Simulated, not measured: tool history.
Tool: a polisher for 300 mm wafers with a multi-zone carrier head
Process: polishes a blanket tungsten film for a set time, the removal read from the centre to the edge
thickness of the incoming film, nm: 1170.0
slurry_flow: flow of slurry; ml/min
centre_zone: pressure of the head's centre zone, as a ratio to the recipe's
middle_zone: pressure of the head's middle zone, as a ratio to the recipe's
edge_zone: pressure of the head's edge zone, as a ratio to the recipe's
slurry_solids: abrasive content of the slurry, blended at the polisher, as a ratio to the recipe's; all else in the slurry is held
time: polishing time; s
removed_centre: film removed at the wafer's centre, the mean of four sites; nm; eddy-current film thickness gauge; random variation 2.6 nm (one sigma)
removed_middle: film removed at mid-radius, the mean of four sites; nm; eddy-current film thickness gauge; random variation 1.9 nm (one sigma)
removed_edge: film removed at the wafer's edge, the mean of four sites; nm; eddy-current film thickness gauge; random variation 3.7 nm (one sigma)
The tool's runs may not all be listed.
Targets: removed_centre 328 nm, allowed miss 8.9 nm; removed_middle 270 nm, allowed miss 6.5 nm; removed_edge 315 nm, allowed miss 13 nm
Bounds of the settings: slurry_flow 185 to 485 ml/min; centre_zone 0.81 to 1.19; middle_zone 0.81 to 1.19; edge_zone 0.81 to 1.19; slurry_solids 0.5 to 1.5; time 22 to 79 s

Run 1, hour 0: slurry_flow 310 ml/min, centre_zone 1, middle_zone 1, edge_zone 1, slurry_solids 1, time 50 s. Result: removed_centre 201.17 nm, removed_middle 199.07 nm, removed_edge 201.76 nm.
Run 2, hour 4.2: slurry_flow 310 ml/min, centre_zone 1, middle_zone 1, edge_zone 1, slurry_solids 1, time 59 s. Result: removed_centre 234.53 nm, removed_middle 237.36 nm, removed_edge 239.94 nm.
Run 3, hour 10.5: slurry_flow 310 ml/min, centre_zone 0.94, middle_zone 1, edge_zone 1, slurry_solids 1, time 59 s. Result: removed_centre 226.12 nm, removed_middle 238.02 nm, removed_edge 240.47 nm.
Run 4, hour 16.7: slurry_flow 330 ml/min, centre_zone 1.02, middle_zone 0.98, edge_zone 1.05, slurry_solids 1.15, time 60 s. Result: removed_centre 258.22 nm, removed_middle 249.99 nm, removed_edge 259.43 nm.
Run 5, hour 20.6: slurry_flow 330 ml/min, centre_zone 1.05, middle_zone 0.95, edge_zone 1.09, slurry_solids 1.25, time 61 s. Result: removed_centre 275.53 nm, removed_middle 256.91 nm, removed_edge 276.84 nm.
Run 6, hour 23.1: slurry_flow 330 ml/min, centre_zone 1.05, middle_zone 0.95, edge_zone 1.09, slurry_solids 1.05, time 61 s. Result: removed_centre 262.43 nm, removed_middle 241.7 nm, removed_edge 258.11 nm.
Run 7, hour 26: slurry_flow 320 ml/min, centre_zone 1.08, middle_zone 0.93, edge_zone 1.11, slurry_solids 1.2, time 62 s. Result: removed_centre 285.85 nm, removed_middle 249.47 nm, removed_edge 273.55 nm.
Run 8, hour 31.3: slurry_flow 340 ml/min, centre_zone 1.09, middle_zone 0.91, edge_zone 1.14, slurry_solids 1.3, time 62 s. Result: removed_centre 291.8 nm, removed_middle 250.9 nm, removed_edge 284.18 nm.
Run 9, hour 35: slurry_flow 345 ml/min, centre_zone 1.1, middle_zone 0.91, edge_zone 1.16, slurry_solids 1.35, time 63 s. Result: removed_centre 309.02 nm, removed_middle 261.47 nm, removed_edge 295.3 nm.
Run 10, hour 39.2: slurry_flow 350 ml/min, centre_zone 1.1, middle_zone 0.9, edge_zone 1.17, slurry_solids 1.4, time 63 s. Result: removed_centre 308.21 nm, removed_middle 263.17 nm, removed_edge 295.12 nm.
Run 11, hour 47.7: slurry_flow 340 ml/min, centre_zone 1.1, middle_zone 0.89, edge_zone 1.18, slurry_solids 1.45, time 64 s. Result: removed_centre 316.67 nm, removed_middle 270.69 nm, removed_edge 313.81 nm.

4 next moves are on the table. One of them brings every result within its allowed miss. Which?
Run A, hour 56.2: slurry_flow 350 ml/min, centre_zone 1.06, middle_zone 0.88, edge_zone 1.14, slurry_solids 1.2, time 67 s. Result: removed_centre ?, removed_middle ?, removed_edge ?.
Run B, hour 56.2: slurry_flow 215 ml/min, centre_zone 1.03, middle_zone 0.82, edge_zone 1.16, slurry_solids 1.5, time 68 s. Result: removed_centre ?, removed_middle ?, removed_edge ?.
Run C, hour 56.2: slurry_flow 305 ml/min, centre_zone 1.14, middle_zone 0.89, edge_zone 1.19, slurry_solids 1.5, time 64 s. Result: removed_centre ?, removed_middle ?, removed_edge ?.
Run D, hour 56.2: slurry_flow 325 ml/min, centre_zone 1.05, middle_zone 0.86, edge_zone 1.18, slurry_solids 1.5, time 64 s. Result: removed_centre ?, removed_middle ?, removed_edge ?.

move  removed_centre  removed_middle  removed_edge
   A          303.17          265.59        309.88
   B          309.45          268.37        330.95
   C          327.97          270.46        319.98
   D          305.17          266.29        319.85
A: further off than the last run
B: further off than the last run
C: meets every target
D: further off than the last run
The right move is C.
